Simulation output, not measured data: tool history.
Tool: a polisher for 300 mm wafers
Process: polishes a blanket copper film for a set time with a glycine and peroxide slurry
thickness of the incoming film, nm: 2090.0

run	hour	flow of slurry (ml/min)	pressure of the wafer on the pad (psi)	speed of the pad under the wafer (m/s)	polishing time (s)	film removed (nm)
1	0.0	225	2.3	1.06	96	556.70
2	6.1	250	2.3	1.06	96	573.79
3	11.2	250	2.3	0.90	96	494.33
4	19.8	255	2.4	0.90	96	511.82
5	27.7	310	2.4	0.90	96	512.05
6	31.2	310	2.5	0.90	96	527.82
7	39.0	310	2.6	0.90	96	540.53

Forecast run 8:
8	47.3	310	2.7	0.90	96	?

film removed (nm): 552.59
